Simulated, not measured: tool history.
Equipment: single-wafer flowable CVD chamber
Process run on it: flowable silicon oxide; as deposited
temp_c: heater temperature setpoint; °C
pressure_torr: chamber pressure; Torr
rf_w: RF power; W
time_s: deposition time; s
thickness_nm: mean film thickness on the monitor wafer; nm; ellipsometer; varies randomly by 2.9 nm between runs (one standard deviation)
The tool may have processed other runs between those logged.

run,hour,temp_c,pressure_torr,rf_w,time_s,thickness_nm
1,0.0,105,0.852,2235,840,439.39
2,5.1,105,0.852,2235,840,444.13
3,7.2,96,0.852,2235,840,624.37
4,15.8,96,0.852,2365,840,631.32
5,24.2,92,0.852,2365,840,738.14
6,31.1,86,0.852,2365,840,900.97
# hour 32.9: RF generator calibrated
7,32.9,88,0.852,2365,840,848.17

The next listed run, before its measurement:
8,37.9,90,0.852,2365,840,?

Logged for run 8: thickness_nm 797.65 nm.

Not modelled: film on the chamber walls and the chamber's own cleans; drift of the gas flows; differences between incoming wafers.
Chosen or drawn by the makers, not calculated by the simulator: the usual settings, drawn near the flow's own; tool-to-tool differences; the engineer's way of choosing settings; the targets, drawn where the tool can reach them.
